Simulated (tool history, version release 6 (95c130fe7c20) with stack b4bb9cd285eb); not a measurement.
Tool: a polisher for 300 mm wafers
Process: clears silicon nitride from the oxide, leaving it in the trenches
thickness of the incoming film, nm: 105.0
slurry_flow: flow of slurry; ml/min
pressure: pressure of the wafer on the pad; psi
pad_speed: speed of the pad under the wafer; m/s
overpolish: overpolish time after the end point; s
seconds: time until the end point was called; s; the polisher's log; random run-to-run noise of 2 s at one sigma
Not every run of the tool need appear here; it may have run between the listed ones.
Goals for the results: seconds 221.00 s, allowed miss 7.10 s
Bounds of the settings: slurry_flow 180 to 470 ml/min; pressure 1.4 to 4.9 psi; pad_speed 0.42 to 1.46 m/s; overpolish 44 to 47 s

run  hour  slurry_flow  pressure  pad_speed  overpolish  seconds
  1   0.0          300       3.1       0.94          44   110.37
  2   6.8          300       3.1       0.76          44   137.38
  3  10.9          300       2.8       0.76          44   152.13
  4  14.1          350       2.8       0.76          44   147.64
  5  19.2          350       2.8       0.90          44   127.29
  6  26.8          350       2.5       0.88          44   143.44
  7  34.3          350       2.3       0.86          44   158.96
  8  40.0          345       2.1       0.86          44   173.76
  9  46.6          335       2.0       0.86          44   183.43
 10  52.0          320       1.9       0.86          44   193.63
 11  55.3          270       1.5       0.86          44   243.27
 12  55.9          285       1.5       0.86          44   242.56
 13  58.0          295       1.5       0.86          44   242.95
 14  67.0          310       1.5       0.86          44   239.47
 15  68.7          320       1.5       0.86          44   241.74
 16  73.0          330       1.5       0.86          44   243.60

Below are 4 possible settings for the next run. Only one of them brings all results inside the allowed miss of their targets. Which is it?
  A  77.3          415       3.0       0.46          47        ?
  B  77.3          345       1.4       0.78          44        ?
  C  77.3          295       1.5       0.88          47        ?
  D  77.3          285       2.0       0.66          47        ?

move  seconds
   A   220.59
   B   279.85
   C   236.83
   D   238.74
A: every result lands within tolerance
B: the biggest miss grows against the last run
C: better than the last run, though not everything is in spec
D: better than the last run, though not everything is in spec
The move that meets every target is A.

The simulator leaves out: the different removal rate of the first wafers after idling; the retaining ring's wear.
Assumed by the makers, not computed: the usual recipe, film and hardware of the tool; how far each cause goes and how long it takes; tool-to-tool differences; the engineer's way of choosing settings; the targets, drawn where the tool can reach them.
